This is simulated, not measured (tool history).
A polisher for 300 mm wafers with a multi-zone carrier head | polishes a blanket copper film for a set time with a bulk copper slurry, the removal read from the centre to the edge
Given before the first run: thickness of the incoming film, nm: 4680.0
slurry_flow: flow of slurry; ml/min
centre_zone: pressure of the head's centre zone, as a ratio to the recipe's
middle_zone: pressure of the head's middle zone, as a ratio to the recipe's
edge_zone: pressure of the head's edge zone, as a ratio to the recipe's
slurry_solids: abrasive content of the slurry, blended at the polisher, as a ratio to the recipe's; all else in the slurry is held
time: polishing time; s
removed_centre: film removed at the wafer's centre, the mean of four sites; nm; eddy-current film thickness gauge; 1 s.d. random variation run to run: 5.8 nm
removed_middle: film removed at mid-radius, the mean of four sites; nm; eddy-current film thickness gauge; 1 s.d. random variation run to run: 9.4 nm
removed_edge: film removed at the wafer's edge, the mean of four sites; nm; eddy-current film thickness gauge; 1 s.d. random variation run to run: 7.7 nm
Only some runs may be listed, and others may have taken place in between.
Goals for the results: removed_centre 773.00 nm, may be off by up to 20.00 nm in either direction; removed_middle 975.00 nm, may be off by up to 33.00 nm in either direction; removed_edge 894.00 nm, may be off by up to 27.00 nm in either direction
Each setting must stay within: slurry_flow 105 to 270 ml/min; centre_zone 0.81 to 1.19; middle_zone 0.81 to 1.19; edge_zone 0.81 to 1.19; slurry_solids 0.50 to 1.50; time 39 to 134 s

{"run": 1, "hour": 0.0, "slurry_flow": 175, "centre_zone": 1.0, "middle_zone": 1.0, "edge_zone": 1.0, "slurry_solids": 1.0, "time": 86, "removed_centre": 644.25, "removed_middle": 632.72, "removed_edge": 633.54}
{"run": 2, "hour": 5.5, "slurry_flow": 180, "centre_zone": 0.99, "middle_zone": 1.02, "edge_zone": 1.02, "slurry_solids": 1.05, "time": 87, "removed_centre": 647.7, "removed_middle": 673.81, "removed_edge": 656.7}
{"run": 3, "hour": 7.8, "slurry_flow": 185, "centre_zone": 0.99, "middle_zone": 1.03, "edge_zone": 1.04, "slurry_solids": 1.1, "time": 88, "removed_centre": 673.07, "removed_middle": 695.77, "removed_edge": 684.07}
{"run": 4, "hour": 16.1, "slurry_flow": 210, "centre_zone": 0.99, "middle_zone": 1.03, "edge_zone": 1.04, "slurry_solids": 1.1, "time": 88, "removed_centre": 690.77, "removed_middle": 705.69, "removed_edge": 693.45}
{"run": 5, "hour": 19.6, "slurry_flow": 240, "centre_zone": 0.99, "middle_zone": 1.03, "edge_zone": 1.04, "slurry_solids": 1.1, "time": 88, "removed_centre": 702.1, "removed_middle": 717.55, "removed_edge": 709.37}
{"run": 6, "hour": 23.6, "slurry_flow": 240, "centre_zone": 0.99, "middle_zone": 1.03, "edge_zone": 1.04, "slurry_solids": 1.1, "time": 76, "removed_centre": 599.48, "removed_middle": 622.79, "removed_edge": 607.76}
{"run": 7, "hour": 31.5, "slurry_flow": 240, "centre_zone": 0.98, "middle_zone": 1.04, "edge_zone": 1.05, "slurry_solids": 1.15, "time": 78, "removed_centre": 623.8, "removed_middle": 659.78, "removed_edge": 630.34}
{"run": 8, "hour": 35.4, "slurry_flow": 240, "centre_zone": 0.97, "middle_zone": 1.04, "edge_zone": 1.06, "slurry_solids": 1.2, "time": 80, "removed_centre": 640.65, "removed_middle": 662.41, "removed_edge": 672.73}
{"run": 9, "hour": 42.3, "slurry_flow": 240, "centre_zone": 0.96, "middle_zone": 1.06, "edge_zone": 1.05, "slurry_solids": 1.2, "time": 82, "removed_centre": 650.33, "removed_middle": 712.17, "removed_edge": 669.45}
{"run": 10, "hour": 49.1, "slurry_flow": 240, "centre_zone": 0.95, "middle_zone": 1.07, "edge_zone": 1.06, "slurry_solids": 1.25, "time": 83, "removed_centre": 656.94, "removed_middle": 731.85, "removed_edge": 688.36}
{"run": 11, "hour": 58.1, "slurry_flow": 240, "centre_zone": 0.94, "middle_zone": 1.08, "edge_zone": 1.07, "slurry_solids": 1.3, "time": 84, "removed_centre": 664.32, "removed_middle": 761.56, "removed_edge": 712.53}
{"run": 12, "hour": 65.8, "slurry_flow": 240, "centre_zone": 0.94, "middle_zone": 1.09, "edge_zone": 1.08, "slurry_solids": 1.3, "time": 85, "removed_centre": 680.72, "removed_middle": 767.6, "removed_edge": 728.38}
{"run": 13, "hour": 71.0, "slurry_flow": 240, "centre_zone": 0.93, "middle_zone": 1.1, "edge_zone": 1.09, "slurry_solids": 1.3, "time": 86, "removed_centre": 683.57, "removed_middle": 779.54, "removed_edge": 736.05}
{"run": 14, "hour": 78.7, "slurry_flow": 240, "centre_zone": 0.92, "middle_zone": 1.11, "edge_zone": 1.1, "slurry_solids": 1.3, "time": 87, "removed_centre": 681.9, "removed_middle": 801.14, "removed_edge": 738.08}
{"run": 15, "hour": 83.4, "slurry_flow": 240, "centre_zone": 0.91, "middle_zone": 1.11, "edge_zone": 1.11, "slurry_solids": 1.3, "time": 88, "removed_centre": 683.24, "removed_middle": 800.78, "removed_edge": 779.16}
{"run": 16, "hour": 84.6, "slurry_flow": 240, "centre_zone": 0.91, "middle_zone": 1.12, "edge_zone": 1.11, "slurry_solids": 1.3, "time": 89, "removed_centre": 688.75, "removed_middle": 827.93, "removed_edge": 786.62}

Exactly one of the 5 candidate moves below puts every result within its allowed miss. Which one?
{"run": "A", "hour": 85.8, "slurry_flow": 245, "centre_zone": 0.9, "middle_zone": 1.0, "edge_zone": 1.19, "slurry_solids": 1.4, "time": 103, "removed_centre": "?", "removed_middle": "?", "removed_edge": "?"}
{"run": "B", "hour": 85.8, "slurry_flow": 235, "centre_zone": 0.86, "middle_zone": 1.13, "edge_zone": 1.07, "slurry_solids": 1.4, "time": 81, "removed_centre": "?", "removed_middle": "?", "removed_edge": "?"}
{"run": "C", "hour": 85.8, "slurry_flow": 270, "centre_zone": 0.88, "middle_zone": 1.13, "edge_zone": 1.11, "slurry_solids": 1.2, "time": 105, "removed_centre": "?", "removed_middle": "?", "removed_edge": "?"}
{"run": "D", "hour": 85.8, "slurry_flow": 210, "centre_zone": 1.02, "middle_zone": 1.07, "edge_zone": 1.19, "slurry_solids": 1.2, "time": 76, "removed_centre": "?", "removed_middle": "?", "removed_edge": "?"}
{"run": "E", "hour": 85.8, "slurry_flow": 225, "centre_zone": 0.98, "middle_zone": 1.1, "edge_zone": 1.08, "slurry_solids": 1.4, "time": 79, "removed_centre": "?", "removed_middle": "?", "removed_edge": "?"}

move=A removed_centre=802.72 removed_middle=888.08 removed_edge=951.88
move=B removed_centre=600.01 removed_middle=767.12 removed_edge=704.98
move=C removed_centre=775.21 removed_middle=966.44 removed_edge=901.26
move=D removed_centre=628.34 removed_middle=647.79 removed_edge=660.81
move=E removed_centre=663.24 removed_middle=727.35 removed_edge=688.10
A: gains on the last run, yet a result remains outside its allowed miss
B: moves away from the targets compared with the last run
C: every result lands within tolerance
D: moves away from the targets compared with the last run
E: moves away from the targets compared with the last run
Go with C: it meets all targets.
